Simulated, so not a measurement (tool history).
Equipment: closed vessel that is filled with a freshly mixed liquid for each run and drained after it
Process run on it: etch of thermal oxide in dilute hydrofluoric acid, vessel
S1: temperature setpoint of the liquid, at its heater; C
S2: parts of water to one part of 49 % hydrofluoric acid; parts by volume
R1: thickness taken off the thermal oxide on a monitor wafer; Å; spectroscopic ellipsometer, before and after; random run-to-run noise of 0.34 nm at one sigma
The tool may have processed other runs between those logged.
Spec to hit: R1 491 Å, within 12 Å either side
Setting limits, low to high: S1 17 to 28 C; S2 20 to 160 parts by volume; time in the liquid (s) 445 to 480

run 1 hour=0 | S1=20 S2=90 time_in_the_liquid_(s)=445 | R1=189.1
run 2 hour=4.9 | S1=21 S2=80 time_in_the_liquid_(s)=445 | R1=224.08
run 3 hour=7.6 | S1=21 S2=80 time_in_the_liquid_(s)=445 | R1=226.69
run 4 hour=15.2 | S1=22 S2=75 time_in_the_liquid_(s)=445 | R1=251.45
run 5 hour=19.2 | S1=22 S2=95 time_in_the_liquid_(s)=445 | R1=192.84
run 6 hour=20.3 | S1=23 S2=85 time_in_the_liquid_(s)=445 | R1=231.19
run 7 hour=26 | S1=24 S2=80 time_in_the_liquid_(s)=445 | R1=254.07
run 8 hour=33.9 | S1=24.5 S2=75 time_in_the_liquid_(s)=445 | R1=275.98
run 9 hour=36.4 | S1=25 S2=70 time_in_the_liquid_(s)=445 | R1=306.74
run 10 hour=44.5 | S1=25.5 S2=65 time_in_the_liquid_(s)=445 | R1=335.54
run 11 hour=51.1 | S1=25.5 S2=65 time_in_the_liquid_(s)=445 | R1=335.77
run 12 hour=55.9 | S1=26 S2=60 time_in_the_liquid_(s)=445 | R1=375.81
run 13 hour=61.2 | S1=28 S2=45 time_in_the_liquid_(s)=445 | R1=550.11
run 14 hour=67.6 | S1=27.5 S2=45 time_in_the_liquid_(s)=445 | R1=545.78
run 15 hour=75 | S1=27 S2=45 time_in_the_liquid_(s)=445 | R1=525.38

Next run, 5 choices. One meets every target within its allowed miss, the rest don't. Which?
run A hour=82.4 | S1=28 S2=50 time_in_the_liquid_(s)=445 | R1=?
run B hour=82.4 | S1=27 S2=55 time_in_the_liquid_(s)=480 | R1=?
run C hour=82.4 | S1=25 S2=50 time_in_the_liquid_(s)=480 | R1=?
run D hour=82.4 | S1=25.5 S2=50 time_in_the_liquid_(s)=455 | R1=?
run E hour=82.4 | S1=26.5 S2=50 time_in_the_liquid_(s)=445 | R1=?

move=A R1=494.76
move=B R1=462.82
move=C R1=472.84
move=D R1=457.43
move=E R1=465.87
A: every result lands within tolerance
B: takes the result that was furthest off past its target
C: takes the result that was furthest off past its target
D: takes the result that was furthest off past its target
E: takes the result that was furthest off past its target
A meets every target.
